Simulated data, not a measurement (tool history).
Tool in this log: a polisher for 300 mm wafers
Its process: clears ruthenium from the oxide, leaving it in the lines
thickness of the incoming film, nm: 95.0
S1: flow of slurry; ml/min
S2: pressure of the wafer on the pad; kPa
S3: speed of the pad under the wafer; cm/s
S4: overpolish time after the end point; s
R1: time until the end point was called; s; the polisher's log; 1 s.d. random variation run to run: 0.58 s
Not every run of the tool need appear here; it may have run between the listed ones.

run    day   S1    S2   S3  S4      R1
  1      0  215  10.3  126  12  98.794
  2  0.312  215  10.3  126   9  101.25
  3  0.358  240  10.3  126   9   99.79
  4  0.383  240    11  126   9  93.266
  5  0.725  240   9.7  126   9  104.45
  6  0.817  240   9.7  146   9  95.759
  7  0.967  240  10.3  146   9  89.381
  8  1.188  240    11  146   9  83.591

Run 9, settings as shown, results not yet in. Your forecast:
  9  1.229  240  11.7  146   9   ?

R1: 79.595 s
